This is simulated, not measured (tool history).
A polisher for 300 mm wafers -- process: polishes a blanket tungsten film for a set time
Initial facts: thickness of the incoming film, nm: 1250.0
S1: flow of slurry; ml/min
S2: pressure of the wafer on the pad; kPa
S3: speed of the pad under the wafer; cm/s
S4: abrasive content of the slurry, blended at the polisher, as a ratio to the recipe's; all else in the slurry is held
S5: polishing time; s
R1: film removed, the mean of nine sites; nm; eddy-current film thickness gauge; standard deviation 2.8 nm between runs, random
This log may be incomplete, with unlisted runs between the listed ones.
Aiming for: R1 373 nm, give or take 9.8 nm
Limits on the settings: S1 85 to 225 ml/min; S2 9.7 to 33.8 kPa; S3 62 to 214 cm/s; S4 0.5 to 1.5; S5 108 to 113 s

run	hour	S1	S2	S3	S4	S5	R1
1	0	145	21.4	138	1	108	615.42
2	8.2	140	20	138	1	108	562.48
3	13.2	140	20	138	1	108	562.19
4	17.2	170	20	138	1	108	575.38
5	23.6	170	18.6	138	1	108	548.78
6	25.9	165	17.2	138	1	108	507.43
7	26.5	160	16.5	138	1	108	477.56
8	30.8	155	15.9	138	1	108	460.69
9	38.8	150	15.2	138	1	108	440.06
10	46.2	150	15.2	138	1	108	441.09
11	51.1	115	11.7	138	1	108	326.88

Which single option among these 5 for the next run brings every result within its allowed miss of target? Just one does.
A	56	125	15.9	112	0.9	108	?
B	56	90	15.2	122	1.1	108	?
C	56	105	11	162	0.9	109	?
D	56	140	11	112	1	108	?
E	56	110	12.4	144	0.95	113	?

move	R1
A	351.16
B	353.06
C	347.49
D	257.03
E	365.01
A: nearer the targets than the last run, but a result is still out of spec
B: nearer the targets than the last run, but a result is still out of spec
C: nearer the targets than the last run, but a result is still out of spec
D: misses by more than the last run did
E: every result within its allowed miss
E meets every target.
